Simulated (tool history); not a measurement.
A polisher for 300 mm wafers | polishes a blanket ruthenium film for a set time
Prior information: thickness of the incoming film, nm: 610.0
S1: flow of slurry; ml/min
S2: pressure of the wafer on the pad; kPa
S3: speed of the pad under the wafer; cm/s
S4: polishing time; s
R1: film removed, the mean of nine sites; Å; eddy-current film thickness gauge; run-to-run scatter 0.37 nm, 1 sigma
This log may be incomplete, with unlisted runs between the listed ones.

Run 1, hour 0: S1 170 ml/min, S2 9.7 kPa, S3 126 cm/s, S4 56 s. Result: R1 527.98 Å.
Run 2, hour 4.6: S1 165 ml/min, S2 9.7 kPa, S3 126 cm/s, S4 56 s. Result: R1 518.67 Å.
Run 3, hour 7.8: S1 165 ml/min, S2 11.7 kPa, S3 126 cm/s, S4 56 s. Result: R1 629.28 Å.
Run 4, hour 11.3: S1 160 ml/min, S2 11 kPa, S3 126 cm/s, S4 56 s. Result: R1 587.21 Å.
Run 5, hour 17.8: S1 160 ml/min, S2 11 kPa, S3 126 cm/s, S4 59 s. Result: R1 627.45 Å.
Run 6, hour 20.2: S1 135 ml/min, S2 11 kPa, S3 126 cm/s, S4 59 s. Result: R1 611.96 Å.

Expected results for the next run?
Run 7, hour 25.1: S1 130 ml/min, S2 10.3 kPa, S3 126 cm/s, S4 59 s. Result: R1 ?.

Run 7 yielded R1 577.27 Å.
